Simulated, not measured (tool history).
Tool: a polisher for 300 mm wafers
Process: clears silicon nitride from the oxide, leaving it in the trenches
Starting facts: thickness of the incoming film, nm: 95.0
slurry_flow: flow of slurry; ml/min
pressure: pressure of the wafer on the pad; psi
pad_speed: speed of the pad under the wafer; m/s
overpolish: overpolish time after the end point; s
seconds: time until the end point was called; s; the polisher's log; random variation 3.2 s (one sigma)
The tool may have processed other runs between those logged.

{"run": 1, "hour": 0.0, "slurry_flow": 140, "pressure": 2.7, "pad_speed": 1.04, "overpolish": 42, "seconds": 91.195}
{"run": 2, "hour": 1.6, "slurry_flow": 140, "pressure": 2.2, "pad_speed": 0.98, "overpolish": 42, "seconds": 119.8}
{"run": 3, "hour": 2.2, "slurry_flow": 140, "pressure": 1.9, "pad_speed": 0.96, "overpolish": 42, "seconds": 142.21}
{"run": 4, "hour": 10.0, "slurry_flow": 140, "pressure": 1.9, "pad_speed": 1.18, "overpolish": 42, "seconds": 113.73}
{"run": 5, "hour": 18.9, "slurry_flow": 105, "pressure": 1.9, "pad_speed": 1.18, "overpolish": 42, "seconds": 114.87}
{"run": 6, "hour": 22.8, "slurry_flow": 125, "pressure": 1.9, "pad_speed": 1.18, "overpolish": 42, "seconds": 117.05}
{"run": 7, "hour": 29.3, "slurry_flow": 125, "pressure": 1.7, "pad_speed": 1.12, "overpolish": 42, "seconds": 138.3}
{"run": 8, "hour": 38.0, "slurry_flow": 125, "pressure": 1.6, "pad_speed": 1.1, "overpolish": 42, "seconds": 147.96}

What will run 9 give?
{"run": 9, "hour": 40.7, "slurry_flow": 125, "pressure": 1.5, "pad_speed": 1.08, "overpolish": 42, "seconds": "?"}

Logged for run 9: seconds 156.14 s.

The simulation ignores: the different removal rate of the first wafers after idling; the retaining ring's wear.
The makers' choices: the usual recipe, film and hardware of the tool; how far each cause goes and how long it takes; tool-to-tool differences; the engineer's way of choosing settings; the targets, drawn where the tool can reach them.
